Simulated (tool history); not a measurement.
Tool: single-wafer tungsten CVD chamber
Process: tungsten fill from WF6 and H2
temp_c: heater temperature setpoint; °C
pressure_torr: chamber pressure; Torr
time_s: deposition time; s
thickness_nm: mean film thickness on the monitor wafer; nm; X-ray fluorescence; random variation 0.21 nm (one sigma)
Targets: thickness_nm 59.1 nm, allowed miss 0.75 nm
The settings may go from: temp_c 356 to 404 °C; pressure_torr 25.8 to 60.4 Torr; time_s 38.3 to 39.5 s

Run 1, hour 0: temp_c 380 °C, pressure_torr 43.1 Torr, time_s 38.3 s. Result: thickness_nm 91.705 nm.
Run 2, hour 3: temp_c 373 °C, pressure_torr 43 Torr, time_s 38.3 s. Result: thickness_nm 78.177 nm.
Run 3, hour 6.2: temp_c 373 °C, pressure_torr 43 Torr, time_s 39.5 s. Result: thickness_nm 80.42 nm.
Run 4, hour 7.6: temp_c 373 °C, pressure_torr 43 Torr, time_s 38.3 s. Result: thickness_nm 78.118 nm.
Run 5, hour 14.8: temp_c 373 °C, pressure_torr 43 Torr, time_s 39.5 s. Result: thickness_nm 80.347 nm.
Run 6, hour 15.7: temp_c 367 °C, pressure_torr 43 Torr, time_s 39.5 s. Result: thickness_nm 69.09 nm.
Run 7, hour 17.9: temp_c 365 °C, pressure_torr 43 Torr, time_s 39.5 s. Result: thickness_nm 65.885 nm.
Run 8, hour 23.9: temp_c 364 °C, pressure_torr 43 Torr, time_s 39.5 s. Result: thickness_nm 64.696 nm.
Run 9, hour 32.6: temp_c 363 °C, pressure_torr 43 Torr, time_s 39.5 s. Result: thickness_nm 62.825 nm.
Run 10, hour 36.6: temp_c 362 °C, pressure_torr 43 Torr, time_s 39.5 s. Result: thickness_nm 61.63 nm.
At hour 38.5: capacitance manometer re-zeroed and calibrated.
Run 11, hour 38.5: temp_c 361 °C, pressure_torr 43 Torr, time_s 39.5 s. Result: thickness_nm 62.351 nm.
Run 12, hour 46.8: temp_c 360 °C, pressure_torr 43 Torr, time_s 39.5 s. Result: thickness_nm 60.192 nm.

5 next moves are on the table. One of them brings every result within its allowed miss. Which?
Run A, hour 55.1: temp_c 358 °C, pressure_torr 45.5 Torr, time_s 38.5 s. Result: thickness_nm ?.
Run B, hour 55.1: temp_c 363 °C, pressure_torr 37.4 Torr, time_s 38.3 s. Result: thickness_nm ?.
Run C, hour 55.1: temp_c 357 °C, pressure_torr 52.9 Torr, time_s 39.5 s. Result: thickness_nm ?.
Run D, hour 55.1: temp_c 358 °C, pressure_torr 45.1 Torr, time_s 38.6 s. Result: thickness_nm ?.
Run E, hour 55.1: temp_c 367 °C, pressure_torr 29.5 Torr, time_s 39.5 s. Result: thickness_nm ?.

move  thickness_nm
   A        57.007
   B        59.273
   C        60.728
   D        56.946
   E        61.169
A: takes the result that was furthest off past its target
B: meets every target
C: further off than the last run
D: takes the result that was furthest off past its target
E: further off than the last run
Move B is the one to make.

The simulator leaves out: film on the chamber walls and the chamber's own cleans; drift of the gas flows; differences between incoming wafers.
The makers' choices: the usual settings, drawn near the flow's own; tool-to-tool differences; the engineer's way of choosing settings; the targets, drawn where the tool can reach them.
